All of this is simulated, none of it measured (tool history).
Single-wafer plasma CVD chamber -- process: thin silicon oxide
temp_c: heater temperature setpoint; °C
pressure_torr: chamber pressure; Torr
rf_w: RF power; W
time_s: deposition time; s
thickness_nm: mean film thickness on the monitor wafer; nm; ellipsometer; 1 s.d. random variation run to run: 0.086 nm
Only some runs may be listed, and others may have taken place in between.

Run 1, hour 0.0: temp_c 405 °C, pressure_torr 1.02 Torr, rf_w 350 W, time_s 5.54 s. Result: thickness_nm 12.828 nm.
Run 2, hour 3.6: temp_c 405 °C, pressure_torr 1.02 Torr, rf_w 350 W, time_s 5.29 s. Result: thickness_nm 12.372 nm.
Run 3, hour 8.3: temp_c 405 °C, pressure_torr 1.02 Torr, rf_w 330 W, time_s 5.29 s. Result: thickness_nm 11.956 nm.
Run 4, hour 10.5: temp_c 405 °C, pressure_torr 1.02 Torr, rf_w 375 W, time_s 5.29 s. Result: thickness_nm 12.496 nm.
Run 5, hour 16.4: temp_c 405 °C, pressure_torr 1.08 Torr, rf_w 375 W, time_s 5.29 s. Result: thickness_nm 13.057 nm.
Run 6, hour 22.9: temp_c 405 °C, pressure_torr 1.13 Torr, rf_w 375 W, time_s 5.29 s. Result: thickness_nm 13.532 nm.
Run 7, hour 26.4: temp_c 405 °C, pressure_torr 1.13 Torr, rf_w 375 W, time_s 5.29 s. Result: thickness_nm 13.465 nm.
Run 8, hour 28.9: temp_c 405 °C, pressure_torr 1.18 Torr, rf_w 375 W, time_s 5.29 s. Result: thickness_nm 14.095 nm.
Run 9, hour 36.8: temp_c 405 °C, pressure_torr 1.21 Torr, rf_w 375 W, time_s 5.29 s. Result: thickness_nm 14.265 nm.
Run 10, hour 44.0: temp_c 405 °C, pressure_torr 1.24 Torr, rf_w 375 W, time_s 5.29 s. Result: thickness_nm 14.446 nm.
Run 11, hour 49.1: temp_c 405 °C, pressure_torr 1.24 Torr, rf_w 375 W, time_s 5.29 s. Result: thickness_nm 14.316 nm.
Run 12, hour 53.1: temp_c 405 °C, pressure_torr 1.27 Torr, rf_w 380 W, time_s 5.29 s. Result: thickness_nm 14.691 nm.
Run 13, hour 57.0: temp_c 405 °C, pressure_torr 1.27 Torr, rf_w 380 W, time_s 5.29 s. Result: thickness_nm 14.719 nm.
Run 14, hour 59.7: temp_c 405 °C, pressure_torr 1.30 Torr, rf_w 380 W, time_s 5.29 s. Result: thickness_nm 14.835 nm.
Run 15, hour 66.5: temp_c 405 °C, pressure_torr 1.43 Torr, rf_w 390 W, time_s 5.31 s. Result: thickness_nm 15.539 nm.

What will run 16 give?
Run 16, hour 68.4: temp_c 405 °C, pressure_torr 1.43 Torr, rf_w 395 W, time_s 5.33 s. Result: thickness_nm ?.

thickness_nm: 15.632 nm

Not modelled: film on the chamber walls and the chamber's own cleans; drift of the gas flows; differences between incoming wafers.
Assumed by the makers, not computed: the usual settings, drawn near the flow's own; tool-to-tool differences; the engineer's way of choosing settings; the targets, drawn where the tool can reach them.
